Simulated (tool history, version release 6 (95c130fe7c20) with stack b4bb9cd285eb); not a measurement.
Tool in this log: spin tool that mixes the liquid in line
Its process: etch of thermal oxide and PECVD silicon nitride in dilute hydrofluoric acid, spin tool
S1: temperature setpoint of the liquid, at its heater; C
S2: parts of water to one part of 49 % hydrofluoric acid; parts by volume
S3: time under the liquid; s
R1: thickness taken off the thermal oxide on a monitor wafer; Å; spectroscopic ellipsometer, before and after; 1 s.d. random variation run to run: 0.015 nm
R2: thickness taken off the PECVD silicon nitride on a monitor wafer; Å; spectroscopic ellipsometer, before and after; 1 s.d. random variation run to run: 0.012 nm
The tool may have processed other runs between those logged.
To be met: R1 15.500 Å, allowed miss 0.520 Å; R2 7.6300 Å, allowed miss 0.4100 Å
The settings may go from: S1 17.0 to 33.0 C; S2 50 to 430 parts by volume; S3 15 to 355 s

run 1 hour=0.0 | S1=25.0 S2=240 S3=180 | R1=32.092 R2=18.3080
run 2 hour=8.1 | S1=23.0 S2=260 S3=180 | R1=26.553 R2=14.4810
run 3 hour=9.1 | S1=23.0 S2=260 S3=240 | R1=36.178 R2=19.9830
run 4 hour=11.6 | S1=21.5 S2=285 S3=235 | R1=29.162 R2=16.2950
run 5 hour=18.2 | S1=23.5 S2=285 S3=235 | R1=31.599 R2=17.7040
run 6 hour=24.8 | S1=21.5 S2=305 S3=230 | R1=26.516 R2=15.0340
run 7 hour=30.3 | S1=20.5 S2=315 S3=215 | R1=22.569 R2=12.8350
run 8 hour=31.1 | S1=19.5 S2=315 S3=200 | R1=20.296 R2=11.1500
run 9 hour=34.3 | S1=19.0 S2=315 S3=190 | R1=19.204 R2=10.1620
run 10 hour=37.5 | S1=18.5 S2=320 S3=185 | R1=17.867 R2=9.3990
run 11 hour=38.9 | S1=18.0 S2=320 S3=180 | R1=17.057 R2=8.7877
run 12 hour=41.6 | S1=17.5 S2=320 S3=175 | R1=16.382 R2=8.3444
run 13 hour=48.2 | S1=17.5 S2=320 S3=175 | R1=16.553 R2=8.3453

Which single option among these 5 for the next run brings every result within its allowed miss of target? Just one does.
run A hour=54.8 | S1=17.0 S2=195 S3=110 | R1=? R2=?
run B hour=54.8 | S1=21.0 S2=350 S3=165 | R1=? R2=?
run C hour=54.8 | S1=17.0 S2=310 S3=185 | R1=? R2=?
run D hour=54.8 | S1=17.0 S2=75 S3=40 | R1=? R2=?
run E hour=54.8 | S1=19.5 S2=235 S3=105 | R1=? R2=?

move=A R1=18.682 R2=8.1225
move=B R1=15.790 R2=8.9888
move=C R1=17.880 R2=8.7796
move=D R1=19.898 R2=7.4315
move=E R1=15.720 R2=7.6481
A: moves away from the targets compared with the last run
B: corrects the largest miss of the last run, while another result sits out of spec
C: moves away from the targets compared with the last run
D: moves away from the targets compared with the last run
E: every result within its allowed miss
Correct choice: E, which meets every target

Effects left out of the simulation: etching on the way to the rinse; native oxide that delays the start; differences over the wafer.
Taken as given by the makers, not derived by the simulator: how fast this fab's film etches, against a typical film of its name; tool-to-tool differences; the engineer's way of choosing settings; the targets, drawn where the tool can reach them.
